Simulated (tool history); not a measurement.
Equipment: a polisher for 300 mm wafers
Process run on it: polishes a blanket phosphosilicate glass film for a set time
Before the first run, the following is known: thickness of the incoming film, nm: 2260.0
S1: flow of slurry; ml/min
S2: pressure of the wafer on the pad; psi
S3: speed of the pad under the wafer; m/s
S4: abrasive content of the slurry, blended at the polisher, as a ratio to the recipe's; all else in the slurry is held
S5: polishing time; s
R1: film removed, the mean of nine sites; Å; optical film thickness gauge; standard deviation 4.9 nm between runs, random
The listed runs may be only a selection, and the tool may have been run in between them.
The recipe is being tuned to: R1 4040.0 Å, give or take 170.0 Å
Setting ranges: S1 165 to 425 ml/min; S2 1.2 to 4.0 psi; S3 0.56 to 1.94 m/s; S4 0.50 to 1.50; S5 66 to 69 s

{"run": 1, "day": 0.0, "S1": 275, "S2": 2.6, "S3": 1.24, "S4": 1.0, "S5": 66, "R1": 6114.8}
{"run": 2, "day": 0.046, "S1": 275, "S2": 2.6, "S3": 1.24, "S4": 1.0, "S5": 69, "R1": 6439.9}
{"run": 3, "day": 0.212, "S1": 275, "S2": 2.6, "S3": 1.24, "S4": 1.0, "S5": 69, "R1": 6380.0}
{"run": 4, "day": 0.554, "S1": 275, "S2": 2.4, "S3": 1.24, "S4": 1.0, "S5": 69, "R1": 5889.8}
{"run": 5, "day": 0.625, "S1": 275, "S2": 2.2, "S3": 1.24, "S4": 1.0, "S5": 69, "R1": 5643.1}
{"run": 6, "day": 0.858, "S1": 275, "S2": 2.0, "S3": 1.24, "S4": 1.0, "S5": 69, "R1": 5283.7}
{"run": 7, "day": 1.004, "S1": 275, "S2": 1.9, "S3": 1.24, "S4": 1.0, "S5": 69, "R1": 4977.8}
{"run": 8, "day": 1.346, "S1": 275, "S2": 1.3, "S3": 1.22, "S4": 1.0, "S5": 69, "R1": 3715.8}

Consider the 5 candidate settings below. Which is the only one whose results all fall within their allowed miss of target?
{"run": "A", "day": 1.688, "S1": 300, "S2": 1.3, "S3": 1.08, "S4": 1.15, "S5": 66, "R1": "?"}
{"run": "B", "day": 1.688, "S1": 325, "S2": 1.5, "S3": 1.28, "S4": 1.0, "S5": 69, "R1": "?"}
{"run": "C", "day": 1.688, "S1": 240, "S2": 1.5, "S3": 1.06, "S4": 1.05, "S5": 68, "R1": "?"}
{"run": "D", "day": 1.688, "S1": 275, "S2": 1.5, "S3": 1.14, "S4": 1.05, "S5": 69, "R1": "?"}
{"run": "E", "day": 1.688, "S1": 260, "S2": 1.2, "S3": 1.24, "S4": 0.95, "S5": 67, "R1": "?"}

move=A R1=3504.9
move=B R1=4324.9
move=C R1=3674.1
move=D R1=4007.5
move=E R1=3277.1
A: its largest miss is bigger than the last run's
B: takes the result that was furthest off past its target
C: its largest miss is bigger than the last run's
D: in spec on every target
E: its largest miss is bigger than the last run's
Go with D: it meets all targets.
